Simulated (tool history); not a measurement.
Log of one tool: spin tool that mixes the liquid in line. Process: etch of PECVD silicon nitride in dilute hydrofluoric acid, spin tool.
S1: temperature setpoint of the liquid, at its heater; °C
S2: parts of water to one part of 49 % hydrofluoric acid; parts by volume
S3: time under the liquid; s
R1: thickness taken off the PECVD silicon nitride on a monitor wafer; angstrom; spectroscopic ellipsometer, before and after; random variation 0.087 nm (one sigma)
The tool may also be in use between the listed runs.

run	hour	S1	S2	S3	R1
1	0	21	85	155	72.498
2	4.3	24	85	155	87.645
3	11.9	24.5	85	155	91.752
4	15.2	25	85	155	95.756
5	24.2	25.5	85	155	98.157
6	27.5	26	85	155	102.24
# hour 34.5: hydrofluoric acid flow meter replaced
7	34.5	26.5	85	155	113.39
8	37.8	26.5	85	155	113.47

Forecast run 9:
9	40.7	27	85	155	?

{"run 9": {"R1": 117.06}}
